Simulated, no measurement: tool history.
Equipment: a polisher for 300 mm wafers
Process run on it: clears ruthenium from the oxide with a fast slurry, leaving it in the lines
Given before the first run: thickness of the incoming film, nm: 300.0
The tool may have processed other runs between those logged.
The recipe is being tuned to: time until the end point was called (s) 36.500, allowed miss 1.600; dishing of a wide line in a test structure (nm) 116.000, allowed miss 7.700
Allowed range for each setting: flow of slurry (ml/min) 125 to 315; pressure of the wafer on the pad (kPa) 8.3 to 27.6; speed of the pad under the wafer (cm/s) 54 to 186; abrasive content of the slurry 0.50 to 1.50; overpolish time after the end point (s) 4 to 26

| run | day | flow of slurry (ml/min) | pressure of the wafer on the pad (kPa) | speed of the pad under the wafer (cm/s) | abrasive content of the slurry | overpolish time after the end point (s) | time until the end point was called (s) | dishing of a wide line in a test structure (nm) |
|---|---|---|---|---|---|---|---|---|
| 1 | 0.000 | 205 | 17.9 | 118 | 1.00 | 13 | 67.496 | 49.271 |
| 2 | 0.288 | 205 | 17.9 | 106 | 1.00 | 13 | 75.660 | 46.317 |
| 3 | 0.638 | 205 | 22.1 | 106 | 1.00 | 13 | 60.071 | 55.228 |
| 4 | 0.879 | 205 | 22.1 | 106 | 1.00 | 10 | 60.691 | 42.368 |
| 5 | 1.104 | 205 | 22.1 | 106 | 1.00 | 6 | 60.226 | 26.953 |
| 6 | 1.383 | 205 | 22.8 | 118 | 1.00 | 9 | 54.019 | 44.735 |
| 7 | 1.496 | 200 | 23.4 | 128 | 1.00 | 10 | 47.829 | 54.468 |
| 8 | 1.688 | 195 | 24.1 | 134 | 1.00 | 11 | 45.664 | 60.334 |
| 9 | 2.042 | 210 | 27.6 | 146 | 1.00 | 17 | 36.722 | 101.230 |
| 10 | 2.133 | 210 | 27.6 | 148 | 1.00 | 17 | 36.445 | 101.860 |

4 candidate next runs follow, results not yet known. Just one meets every target within its allowed miss. Identify it.
| A | 2.225 | 230 | 27.6 | 160 | 1.05 | 18 | ? | ? |
| B | 2.225 | 200 | 27.6 | 154 | 0.95 | 21 | ? | ? |
| C | 2.225 | 270 | 27.6 | 164 | 0.95 | 24 | ? | ? |
| D | 2.225 | 250 | 20.7 | 174 | 1.15 | 25 | ? | ? |

| move | time until the end point was called (s) | dishing of a wide line in a test structure (nm) |
|---|---|---|
| A | 33.069 | 112.990 |
| B | 37.219 | 115.640 |
| C | 33.752 | 132.920 |
| D | 36.974 | 129.140 |
A: brings the last run's worst result on target, with another outside its allowed miss
B: all results in spec
C: takes the result that was furthest off past its target
D: takes the result that was furthest off past its target
So the answer is move B, the one that meets all the targets.

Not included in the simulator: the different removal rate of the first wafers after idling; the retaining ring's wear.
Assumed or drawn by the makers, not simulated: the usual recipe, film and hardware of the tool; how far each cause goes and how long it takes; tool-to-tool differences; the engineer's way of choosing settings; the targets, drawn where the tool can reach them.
